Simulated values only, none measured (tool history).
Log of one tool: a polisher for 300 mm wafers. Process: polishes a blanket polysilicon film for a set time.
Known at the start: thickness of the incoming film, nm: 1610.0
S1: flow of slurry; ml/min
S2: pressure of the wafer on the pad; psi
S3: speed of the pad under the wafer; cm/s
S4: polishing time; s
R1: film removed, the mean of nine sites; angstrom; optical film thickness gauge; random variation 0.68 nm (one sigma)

{"run": 1, "day": 0.0, "S1": 275, "S2": 1.7, "S3": 106, "S4": 44, "R1": 1862.1}
{"run": 2, "day": 0.108, "S1": 275, "S2": 1.5, "S3": 100, "S4": 44, "R1": 1564.1}
{"run": 3, "day": 0.183, "S1": 315, "S2": 1.5, "S3": 100, "S4": 44, "R1": 1566.3}
{"run": 4, "day": 0.458, "S1": 315, "S2": 1.5, "S3": 100, "S4": 44, "R1": 1591.3}
{"run": 5, "day": 0.679, "S1": 315, "S2": 1.5, "S3": 122, "S4": 44, "R1": 1845.6}
{"run": 6, "day": 0.754, "S1": 315, "S2": 1.3, "S3": 110, "S4": 44, "R1": 1503.1}

Run 7 comes next. What will it give?
{"run": 7, "day": 1.092, "S1": 315, "S2": 1.2, "S3": 102, "S4": 44, "R1": "?"}

Run 7 gave R1 1313.6 angstrom.
